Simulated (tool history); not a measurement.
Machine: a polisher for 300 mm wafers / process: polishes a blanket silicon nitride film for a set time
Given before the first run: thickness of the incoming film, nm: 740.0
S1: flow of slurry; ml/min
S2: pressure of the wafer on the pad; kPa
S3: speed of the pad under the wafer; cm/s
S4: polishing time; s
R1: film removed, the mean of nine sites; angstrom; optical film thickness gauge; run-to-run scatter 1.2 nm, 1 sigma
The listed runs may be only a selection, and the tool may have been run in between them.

{"run": 1, "hour": 0.0, "S1": 225, "S2": 22.8, "S3": 122, "S4": 100, "R1": 1991.1}
{"run": 2, "hour": 6.0, "S1": 225, "S2": 18.6, "S3": 122, "S4": 100, "R1": 1693}
{"run": 3, "hour": 12.6, "S1": 220, "S2": 17.9, "S3": 122, "S4": 100, "R1": 1653.8}
{"run": 4, "hour": 20.2, "S1": 220, "S2": 22.1, "S3": 122, "S4": 100, "R1": 1943}
{"run": 5, "hour": 27.3, "S1": 220, "S2": 22.1, "S3": 122, "S4": 104, "R1": 2014.7}
{"run": 6, "hour": 33.3, "S1": 215, "S2": 20, "S3": 122, "S4": 104, "R1": 1866.2}

Run 7, settings as shown, results not yet in. Your forecast:
{"run": 7, "hour": 37.6, "S1": 210, "S2": 18.6, "S3": 122, "S4": 104, "R1": "?"}

R1: 1756.5 angstrom

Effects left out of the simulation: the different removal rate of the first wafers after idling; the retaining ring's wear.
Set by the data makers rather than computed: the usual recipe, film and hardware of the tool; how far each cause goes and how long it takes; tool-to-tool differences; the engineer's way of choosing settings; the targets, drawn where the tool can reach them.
